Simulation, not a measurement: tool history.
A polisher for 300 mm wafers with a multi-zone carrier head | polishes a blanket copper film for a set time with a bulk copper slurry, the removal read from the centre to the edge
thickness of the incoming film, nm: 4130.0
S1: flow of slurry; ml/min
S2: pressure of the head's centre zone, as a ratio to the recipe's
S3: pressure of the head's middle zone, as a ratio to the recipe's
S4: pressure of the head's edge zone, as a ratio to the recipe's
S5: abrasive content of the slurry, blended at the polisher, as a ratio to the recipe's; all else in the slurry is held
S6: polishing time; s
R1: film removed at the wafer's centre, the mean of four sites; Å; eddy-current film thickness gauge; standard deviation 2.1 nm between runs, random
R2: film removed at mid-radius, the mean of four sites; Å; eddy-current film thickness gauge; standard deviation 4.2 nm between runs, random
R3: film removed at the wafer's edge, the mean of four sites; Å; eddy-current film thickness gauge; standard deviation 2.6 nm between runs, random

run	day	S1	S2	S3	S4	S5	S6	R1	R2	R3
1	0.000	220	1.00	1.00	1.00	1.00	32	4621.0	4494.8	4354.5
2	0.179	215	0.98	0.98	0.98	0.95	32	4451.9	4383.3	4364.3
3	0.504	215	0.94	0.98	0.98	0.95	32	4307.3	4462.9	4366.2
4	0.621	215	0.94	0.98	0.98	0.80	32	4169.9	4282.0	4213.7
5	0.871	165	0.94	0.98	0.98	0.80	32	3982.5	4092.4	4036.5
6	1.108	165	0.91	0.98	0.98	0.80	32	3858.7	4109.3	4030.6
7	1.200	145	0.82	0.88	0.88	0.55	30	2921.1	3243.8	3382.7
8	1.571	150	0.83	0.88	0.88	0.55	30	3006.9	3214.5	3348.0
9	1.692	155	0.83	0.88	0.88	0.55	30	3048.1	3270.4	3392.6
10	1.908	160	0.83	0.88	0.88	0.55	30	3037.9	3206.2	3387.3
11	1.946	165	0.83	0.88	0.88	0.55	30	3008.5	3334.4	3391.4

Expected results for the next run?
12	2.188	165	0.84	0.88	0.88	0.55	30	?	?	?

{"run 12": {"R1": 3064.1, "R2": 3352.7, "R3": 3391.1}}

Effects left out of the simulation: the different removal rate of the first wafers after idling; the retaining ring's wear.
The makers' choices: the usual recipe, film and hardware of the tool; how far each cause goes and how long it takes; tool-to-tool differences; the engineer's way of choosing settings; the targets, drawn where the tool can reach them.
